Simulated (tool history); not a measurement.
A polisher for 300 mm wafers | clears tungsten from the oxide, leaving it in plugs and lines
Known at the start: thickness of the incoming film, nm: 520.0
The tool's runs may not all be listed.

run  hour  flow of slurry (ml/min)  pressure of the wafer on the pad (psi)  speed of the pad under the wafer (m/s)  abrasive content of the slurry  overpolish time after the end point (s)  time until the end point was called (s)
  1   0.0                      240                                     4.9                                    1.42                             1.0                                       27                                   54.460
  2   8.0                      290                                     4.9                                    1.42                             1.0                                       27                                   52.011
  3  12.7                      280                                     4.6                                    1.42                             1.0                                       27                                   56.107
  4  18.2                      280                                     4.6                                    1.64                             1.0                                       27                                   48.464
  5  26.2                      280                                     3.7                                    1.64                             1.0                                       27                                   56.680
  6  28.0                      275                                     3.5                                    1.62                             1.0                                       27                                   60.098
  7  29.2                      270                                     3.3                                    1.60                             1.0                                       27                                   64.305
  8  37.2                      265                                     3.2                                    1.58                             1.0                                       27                                   65.623
  9  38.8                      265                                     3.2                                    1.58                             1.0                                       27                                   65.632
 10  47.4                      260                                     3.1                                    1.56                             1.0                                       27                                   69.223
 11  49.1                      255                                     3.0                                    1.56                             1.0                                       27                                   70.726

The next listed run, before its measurement:
 12  55.9                      250                                     2.9                                    1.56                             1.0                                       27                                        ?

time until the end point was called (s): 71.611
